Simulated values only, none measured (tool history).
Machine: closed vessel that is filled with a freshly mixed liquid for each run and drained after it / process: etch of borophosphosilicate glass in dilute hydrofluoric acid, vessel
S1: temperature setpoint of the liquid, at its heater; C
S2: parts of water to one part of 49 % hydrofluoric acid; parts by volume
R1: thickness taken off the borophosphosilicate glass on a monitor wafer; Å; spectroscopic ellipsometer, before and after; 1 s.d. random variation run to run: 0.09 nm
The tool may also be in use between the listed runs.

{"run": 1, "hour": 0.0, "S1": 20, "S2": 150, "time in the liquid (s)": 30, "R1": 70.38}
{"run": 2, "hour": 4.1, "S1": 20, "S2": 170, "time in the liquid (s)": 30, "R1": 61.357}
{"run": 3, "hour": 10.4, "S1": 20, "S2": 205, "time in the liquid (s)": 30, "R1": 49.386}
{"run": 4, "hour": 17.0, "S1": 21.5, "S2": 190, "time in the liquid (s)": 30, "R1": 56.377}
{"run": 5, "hour": 20.6, "S1": 21.5, "S2": 190, "time in the liquid (s)": 30, "R1": 56.828}
{"run": 6, "hour": 22.3, "S1": 23, "S2": 175, "time in the liquid (s)": 30, "R1": 66.905}

Run 7 is up next; what results do you expect?
{"run": 7, "hour": 28.1, "S1": 27, "S2": 130, "time in the liquid (s)": 30, "R1": "?"}

R1: 110.01 Å
